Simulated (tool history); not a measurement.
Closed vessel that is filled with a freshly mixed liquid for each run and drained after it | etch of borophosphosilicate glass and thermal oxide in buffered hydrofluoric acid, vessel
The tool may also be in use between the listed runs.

run,hour,temperature setpoint of the liquid (C),parts of 40 % ammonium fluoride to one part of 49 % hydrofluoric acid (parts by volume),time in the liquid (s),thickness taken off the borophosphosilicate glass on a monitor wafer (angstrom),thickness taken off the thermal oxide on a monitor wafer (angstrom)
1,0,21,15.5,60,465.86,432.61
2,3.8,21,18.5,60,387.06,361.78
3,10.4,21,18.5,80,519.08,480.01
4,13.9,22,18.5,80,550.82,507.86
5,21,22,20.5,80,490.17,463.42
6,27,22,20.5,60,371.2,348.71
7,32.2,23.5,20,60,411.02,386.52
8,40,25,19.5,60,459.08,424.71
9,43.6,26,19,60,496.88,471.79
10,52.2,26.5,18.5,60,528.83,488.22
11,57.9,27,18,60,554.13,519.32

What will run 12 give?
12,65.3,27.5,17.5,60,?,?

Run 12 produced thickness taken off the borophosphosilicate glass on a monitor wafer (angstrom) 575.51, thickness taken off the thermal oxide on a monitor wafer (angstrom) 550.19.
